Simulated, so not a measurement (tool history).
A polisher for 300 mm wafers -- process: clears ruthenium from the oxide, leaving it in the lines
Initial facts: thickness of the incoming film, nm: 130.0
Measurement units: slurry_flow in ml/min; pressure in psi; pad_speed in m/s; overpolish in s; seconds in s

run	hour	slurry_flow	pressure	pad_speed	overpolish	seconds
1	0	165	2.2	1.02	7	117.08
2	6.4	170	2.3	1.02	7	114.14
3	14	170	2.3	1.16	7	102.1
4	16.2	170	2.3	0.96	7	120.28
5	19.3	170	2.3	0.96	5	119.56
6	24	170	2.3	0.96	5	121.92
7	25.9	170	2.4	0.96	5	116.85

Run 8 is up next; what results do you expect?
8	33.1	170	2.5	0.98	5	?

{"run 8": {"seconds": 109.23}}

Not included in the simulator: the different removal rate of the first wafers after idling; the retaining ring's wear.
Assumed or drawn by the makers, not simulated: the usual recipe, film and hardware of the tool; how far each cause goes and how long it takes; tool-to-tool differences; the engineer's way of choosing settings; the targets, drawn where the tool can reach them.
